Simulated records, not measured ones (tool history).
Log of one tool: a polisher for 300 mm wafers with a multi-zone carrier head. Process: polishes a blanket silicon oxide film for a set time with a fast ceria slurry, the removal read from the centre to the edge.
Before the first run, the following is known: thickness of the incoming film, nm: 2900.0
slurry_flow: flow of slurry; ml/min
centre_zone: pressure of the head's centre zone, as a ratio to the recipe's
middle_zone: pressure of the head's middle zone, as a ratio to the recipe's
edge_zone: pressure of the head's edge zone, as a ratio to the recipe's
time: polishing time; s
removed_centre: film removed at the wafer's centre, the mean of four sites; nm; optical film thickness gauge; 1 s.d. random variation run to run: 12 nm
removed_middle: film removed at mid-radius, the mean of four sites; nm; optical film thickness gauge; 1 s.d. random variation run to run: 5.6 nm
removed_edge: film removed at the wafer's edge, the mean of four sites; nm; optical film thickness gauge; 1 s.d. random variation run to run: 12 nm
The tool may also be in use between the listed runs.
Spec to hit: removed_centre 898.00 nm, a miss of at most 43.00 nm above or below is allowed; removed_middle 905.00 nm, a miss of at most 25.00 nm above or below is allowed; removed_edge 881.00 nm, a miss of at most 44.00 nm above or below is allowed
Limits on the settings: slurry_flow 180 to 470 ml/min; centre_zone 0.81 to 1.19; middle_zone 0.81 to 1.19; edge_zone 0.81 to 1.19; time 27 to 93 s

run 1 day=0.000 | slurry_flow=300 centre_zone=1.00 middle_zone=1.00 edge_zone=1.00 time=59 | removed_centre=708.44 removed_middle=695.11 removed_edge=683.95
run 2 day=0.171 | slurry_flow=300 centre_zone=1.00 middle_zone=1.00 edge_zone=1.00 time=65 | removed_centre=776.99 removed_middle=773.96 removed_edge=782.76
run 3 day=0.238 | slurry_flow=305 centre_zone=1.01 middle_zone=1.01 edge_zone=1.01 time=65 | removed_centre=788.31 removed_middle=781.17 removed_edge=775.10
run 4 day=0.467 | slurry_flow=305 centre_zone=1.01 middle_zone=1.01 edge_zone=0.96 time=65 | removed_centre=778.94 removed_middle=782.94 removed_edge=749.85
run 5 day=0.775 | slurry_flow=305 centre_zone=1.01 middle_zone=0.95 edge_zone=0.96 time=65 | removed_centre=799.86 removed_middle=752.44 removed_edge=757.01
run 6 day=0.838 | slurry_flow=305 centre_zone=1.01 middle_zone=0.95 edge_zone=0.96 time=51 | removed_centre=633.85 removed_middle=582.82 removed_edge=582.00
run 7 day=0.879 | slurry_flow=305 centre_zone=1.02 middle_zone=0.97 edge_zone=0.98 time=53 | removed_centre=663.36 removed_middle=611.24 removed_edge=617.58
run 8 day=1.096 | slurry_flow=310 centre_zone=1.03 middle_zone=0.99 edge_zone=0.99 time=55 | removed_centre=687.21 removed_middle=644.32 removed_edge=649.65
run 9 day=1.188 | slurry_flow=310 centre_zone=1.03 middle_zone=0.99 edge_zone=0.99 time=55 | removed_centre=679.77 removed_middle=646.49 removed_edge=655.94
run 10 day=1.546 | slurry_flow=310 centre_zone=1.05 middle_zone=1.00 edge_zone=0.99 time=57 | removed_centre=701.27 removed_middle=678.08 removed_edge=684.93
run 11 day=1.888 | slurry_flow=315 centre_zone=1.06 middle_zone=1.00 edge_zone=0.98 time=59 | removed_centre=734.84 removed_middle=710.03 removed_edge=703.87
run 12 day=2.021 | slurry_flow=320 centre_zone=1.07 middle_zone=1.01 edge_zone=0.98 time=60 | removed_centre=763.24 removed_middle=721.86 removed_edge=717.73
run 13 day=2.046 | slurry_flow=325 centre_zone=1.08 middle_zone=1.03 edge_zone=0.99 time=61 | removed_centre=774.99 removed_middle=743.93 removed_edge=731.05
run 14 day=2.288 | slurry_flow=325 centre_zone=1.09 middle_zone=1.04 edge_zone=1.00 time=62 | removed_centre=784.45 removed_middle=750.33 removed_edge=737.16
run 15 day=2.321 | slurry_flow=325 centre_zone=1.09 middle_zone=1.05 edge_zone=1.01 time=63 | removed_centre=828.04 removed_middle=781.20 removed_edge=758.19
run 16 day=2.517 | slurry_flow=325 centre_zone=1.08 middle_zone=1.06 edge_zone=1.02 time=64 | removed_centre=799.87 removed_middle=802.10 removed_edge=775.98
run 17 day=2.642 | slurry_flow=325 centre_zone=1.09 middle_zone=1.07 edge_zone=1.03 time=65 | removed_centre=835.14 removed_middle=817.23 removed_edge=788.60
run 18 day=2.754 | slurry_flow=325 centre_zone=1.09 middle_zone=1.08 edge_zone=1.04 time=66 | removed_centre=857.79 removed_middle=828.19 removed_edge=793.36

Of the 4 settings listed for the next run, only one would bring every result within its allowed miss of target. Which one?
run A day=2.867 | slurry_flow=395 centre_zone=1.08 middle_zone=1.19 edge_zone=0.91 time=65 | removed_centre=? removed_middle=? removed_edge=?
run B day=2.867 | slurry_flow=260 centre_zone=1.07 middle_zone=0.85 edge_zone=1.19 time=73 | removed_centre=? removed_middle=? removed_edge=?
run C day=2.867 | slurry_flow=360 centre_zone=1.02 middle_zone=0.95 edge_zone=1.09 time=77 | removed_centre=? removed_middle=? removed_edge=?
run D day=2.867 | slurry_flow=360 centre_zone=1.00 middle_zone=1.03 edge_zone=1.00 time=73 | removed_centre=? removed_middle=? removed_edge=?

move=A removed_centre=836.95 removed_middle=895.00 removed_edge=759.63
move=B removed_centre=898.25 removed_middle=764.98 removed_edge=952.04
move=C removed_centre=950.65 removed_middle=895.47 removed_edge=979.24
move=D removed_centre=891.52 removed_middle=898.93 removed_edge=888.96
A: brings the last run's worst result on target, with another outside its allowed miss
B: its largest miss is bigger than the last run's
C: brings the last run's worst result on target, with another outside its allowed miss
D: meets every target
Go with D: it meets all targets.
